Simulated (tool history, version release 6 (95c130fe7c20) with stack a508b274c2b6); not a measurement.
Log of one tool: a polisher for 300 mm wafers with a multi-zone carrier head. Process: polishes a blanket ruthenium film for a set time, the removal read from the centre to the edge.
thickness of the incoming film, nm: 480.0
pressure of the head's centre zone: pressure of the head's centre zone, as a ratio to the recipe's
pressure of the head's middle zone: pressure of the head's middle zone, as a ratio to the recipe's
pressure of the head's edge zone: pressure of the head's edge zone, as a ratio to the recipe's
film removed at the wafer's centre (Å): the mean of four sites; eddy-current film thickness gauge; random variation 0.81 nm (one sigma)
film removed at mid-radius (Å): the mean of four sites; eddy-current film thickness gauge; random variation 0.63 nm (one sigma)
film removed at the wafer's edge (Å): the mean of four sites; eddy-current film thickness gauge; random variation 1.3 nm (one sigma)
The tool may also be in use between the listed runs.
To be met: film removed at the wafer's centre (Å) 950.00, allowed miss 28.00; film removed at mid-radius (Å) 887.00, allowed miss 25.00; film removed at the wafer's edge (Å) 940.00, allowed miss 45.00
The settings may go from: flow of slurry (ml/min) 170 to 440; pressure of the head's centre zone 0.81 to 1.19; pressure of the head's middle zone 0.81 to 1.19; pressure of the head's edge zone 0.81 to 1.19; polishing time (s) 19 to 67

run,hour,flow of slurry (ml/min),pressure of the head's centre zone,pressure of the head's middle zone,pressure of the head's edge zone,polishing time (s),film removed at the wafer's centre (Å),film removed at mid-radius (Å),film removed at the wafer's edge (Å)
1,0.0,280,1.00,1.00,1.00,43,659.96,600.78,630.98
2,5.2,280,1.01,1.01,1.03,45,694.23,629.99,628.79
3,9.5,280,1.01,1.01,1.06,45,719.95,628.10,659.61
4,12.9,285,0.99,1.02,1.08,47,726.08,672.05,686.50
5,20.2,230,0.99,1.02,1.08,47,693.85,644.69,701.83
6,23.7,230,0.99,1.02,1.14,47,694.03,658.25,685.09
7,31.6,220,1.00,1.03,1.14,49,735.00,685.21,735.77
8,33.4,220,1.00,1.03,1.14,49,737.61,678.82,720.45
9,37.0,215,1.00,1.04,1.14,51,762.83,713.23,749.04
10,44.3,215,1.00,1.04,1.14,53,801.26,743.17,779.05
11,49.8,210,1.00,1.04,1.14,54,807.09,754.50,795.29

5 next moves are on the table. One of them brings every result within its allowed miss. Which?
A,55.3,170,0.84,1.07,1.14,61,?,?,?
B,55.3,170,1.14,0.95,1.19,58,?,?,?
C,55.3,190,1.04,1.09,1.17,63,?,?,?
D,55.3,210,0.89,1.13,1.18,58,?,?,?
E,55.3,240,0.99,1.06,1.15,59,?,?,?

move,film removed at the wafer's centre (Å),film removed at mid-radius (Å),film removed at the wafer's edge (Å)
A,731.78,835.54,872.52
B,943.69,717.17,849.68
C,959.27,894.95,927.66
D,770.57,865.20,868.27
E,891.07,849.46,885.26
A: further off than the last run
B: further off than the last run
C: meets every target
D: brings the result that was furthest off to its target, and leaves another outside
E: nearer than the last run, and not there yet
The right move is C.
